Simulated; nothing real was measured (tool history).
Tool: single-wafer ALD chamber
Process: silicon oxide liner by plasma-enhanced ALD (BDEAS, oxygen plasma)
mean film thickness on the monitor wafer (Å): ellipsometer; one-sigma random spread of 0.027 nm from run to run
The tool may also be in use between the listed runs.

| run | hour | heater temperature setpoint (deg C) | number of ALD cycles (cycles) | mean film thickness on the monitor wafer (Å) |
|---|---|---|---|---|
| 1 | 0 | 320 | 74 | 63.824 |
| 2 | 0.8 | 320 | 81 | 70.324 |
| 3 | 6.6 | 311 | 81 | 71.109 |
| 4 | 12.1 | 311 | 79 | 69.648 |
| 5 | 14.3 | 311 | 74 | 65.62 |
| 6 | 22.6 | 311 | 85 | 74.811 |
| 7 | 30.7 | 312 | 82 | 72.03 |
| 8 | 32.3 | 312 | 79 | 69.254 |
| 9 | 40.5 | 312 | 77 | 67.96 |
| 10 | 47.9 | 313 | 75 | 66.131 |

Estimate the outcome of run 11 from the log above:
| 11 | 51.6 | 314 | 73 | ? |

mean film thickness on the monitor wafer (Å): 64.292
